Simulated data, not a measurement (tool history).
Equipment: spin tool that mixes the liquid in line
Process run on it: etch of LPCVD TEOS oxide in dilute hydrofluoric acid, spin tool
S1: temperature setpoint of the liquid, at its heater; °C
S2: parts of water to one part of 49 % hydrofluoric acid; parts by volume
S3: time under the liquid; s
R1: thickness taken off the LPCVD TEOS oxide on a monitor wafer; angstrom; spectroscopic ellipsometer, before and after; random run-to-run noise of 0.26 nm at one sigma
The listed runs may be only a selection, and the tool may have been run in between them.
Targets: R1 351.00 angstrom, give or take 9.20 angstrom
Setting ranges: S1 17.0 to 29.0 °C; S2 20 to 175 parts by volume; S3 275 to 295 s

Run 1, hour 0.0: S1 21.0 °C, S2 95 parts by volume, S3 275 s. Result: R1 544.11 angstrom.
Run 2, hour 2.5: S1 20.0 °C, S2 100 parts by volume, S3 275 s. Result: R1 484.19 angstrom.
Run 3, hour 6.3: S1 20.0 °C, S2 120 parts by volume, S3 275 s. Result: R1 395.28 angstrom.
Run 4, hour 11.0: S1 19.5 °C, S2 120 parts by volume, S3 275 s. Result: R1 392.06 angstrom.
Run 5, hour 18.7: S1 19.5 °C, S2 120 parts by volume, S3 295 s. Result: R1 420.84 angstrom.
Run 6, hour 19.9: S1 19.0 °C, S2 120 parts by volume, S3 295 s. Result: R1 410.25 angstrom.
Run 7, hour 25.4: S1 18.5 °C, S2 120 parts by volume, S3 295 s. Result: R1 397.44 angstrom.
Run 8, hour 28.7: S1 18.0 °C, S2 120 parts by volume, S3 295 s. Result: R1 395.76 angstrom.

Which single option among these 4 for the next run brings every result within its allowed miss of target? Just one does.
Run A, hour 32.0: S1 17.0 °C, S2 115 parts by volume, S3 275 s. Result: R1 ?.
Run B, hour 32.0: S1 18.5 °C, S2 130 parts by volume, S3 285 s. Result: R1 ?.
Run C, hour 32.0: S1 18.5 °C, S2 120 parts by volume, S3 280 s. Result: R1 ?.
Run D, hour 32.0: S1 22.0 °C, S2 140 parts by volume, S3 285 s. Result: R1 ?.

move      R1
   A  368.38
   B  353.86
   C  380.55
   D  374.04
A: closes in on the targets versus the last run, not all within tolerance yet
B: every result lands within tolerance
C: closes in on the targets versus the last run, not all within tolerance yet
D: closes in on the targets versus the last run, not all within tolerance yet
Go with B: it meets all targets.
